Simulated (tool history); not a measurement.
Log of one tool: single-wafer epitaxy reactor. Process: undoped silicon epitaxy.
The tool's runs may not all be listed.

run	day	wafer temperature setpoint (pyrometer-controlled) (K)	deposition time (s)	mean film thickness on the monitor wafer (Å)
1	0.000	908.15	484	530.40
2	0.188	917.15	484	669.46
3	0.238	918.15	484	686.86
4	0.392	918.15	428	606.88
5	0.583	920.15	428	639.15
6	0.754	920.15	362	540.25
7	1.058	923.15	362	585.20

Run 8 comes next. What will it give?
8	1.258	925.15	362	?

{"run 8": {"mean film thickness on the monitor wafer (Å)": 612.33}}

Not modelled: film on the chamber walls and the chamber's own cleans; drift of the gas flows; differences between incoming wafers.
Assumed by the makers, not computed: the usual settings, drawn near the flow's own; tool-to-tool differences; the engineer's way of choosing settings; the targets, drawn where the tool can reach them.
